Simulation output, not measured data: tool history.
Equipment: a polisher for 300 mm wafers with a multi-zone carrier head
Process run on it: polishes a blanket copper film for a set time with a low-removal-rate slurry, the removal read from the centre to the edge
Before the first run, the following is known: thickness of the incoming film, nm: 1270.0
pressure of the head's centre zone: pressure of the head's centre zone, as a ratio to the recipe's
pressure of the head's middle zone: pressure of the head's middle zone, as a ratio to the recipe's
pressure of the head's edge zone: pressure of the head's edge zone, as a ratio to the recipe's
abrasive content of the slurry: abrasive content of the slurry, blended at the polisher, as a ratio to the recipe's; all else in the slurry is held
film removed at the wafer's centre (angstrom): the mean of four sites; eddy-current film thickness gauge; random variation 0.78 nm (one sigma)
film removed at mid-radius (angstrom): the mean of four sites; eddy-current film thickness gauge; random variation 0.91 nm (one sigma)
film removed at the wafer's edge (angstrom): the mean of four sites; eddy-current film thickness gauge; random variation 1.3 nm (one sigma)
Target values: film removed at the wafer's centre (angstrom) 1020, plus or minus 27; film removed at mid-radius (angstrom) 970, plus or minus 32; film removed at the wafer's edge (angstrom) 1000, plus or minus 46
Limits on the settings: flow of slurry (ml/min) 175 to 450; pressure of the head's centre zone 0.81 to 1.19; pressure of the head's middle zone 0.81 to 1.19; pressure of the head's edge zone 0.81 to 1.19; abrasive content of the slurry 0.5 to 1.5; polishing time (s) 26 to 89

run	hour	flow of slurry (ml/min)	pressure of the head's centre zone	pressure of the head's middle zone	pressure of the head's edge zone	abrasive content of the slurry	polishing time (s)	film removed at the wafer's centre (angstrom)	film removed at mid-radius (angstrom)	film removed at the wafer's edge (angstrom)
1	0	290	1	1	1	1	57	1108.5	1109.3	1125.4
2	1.7	285	0.99	0.97	0.96	0.95	57	1086.3	1089.2	1068.7
3	2.8	285	0.96	0.97	0.96	0.95	57	1048.6	1080.3	1086.2
4	11.6	285	0.96	1.02	0.96	0.95	57	1069.3	1114.8	1074.2
5	12.5	285	0.96	1.02	0.96	1.05	57	1096.9	1124.7	1088.3
6	15.4	285	1.03	1.02	0.96	1.05	57	1166.1	1152.3	1096.3
7	16.6	255	0.93	0.92	0.86	0.9	57	986.35	1029.5	972.98
8	19.6	260	0.95	0.89	0.87	0.9	57	1008.4	1028.8	1012.3

Which single option among these 4 for the next run brings every result within its allowed miss of target? Just one does.
A	22.6	175	0.98	0.85	0.87	1	56	?	?	?
B	22.6	340	0.89	0.91	0.83	0.85	60	?	?	?
C	22.6	405	0.86	0.81	0.97	0.95	57	?	?	?
D	22.6	280	0.95	0.81	0.99	0.85	58	?	?	?

move	film removed at the wafer's centre (angstrom)	film removed at mid-radius (angstrom)	film removed at the wafer's edge (angstrom)
A	1024.6	968.82	1014.2
B	999.02	1067	1047.2
C	962.96	1011.6	1119.4
D	1015.6	966.95	1087.4
A: in spec on every target
B: further off than the last run
C: further off than the last run
D: gets the furthest-off result to its target, but another result is out of tolerance
Move A is the one to make.
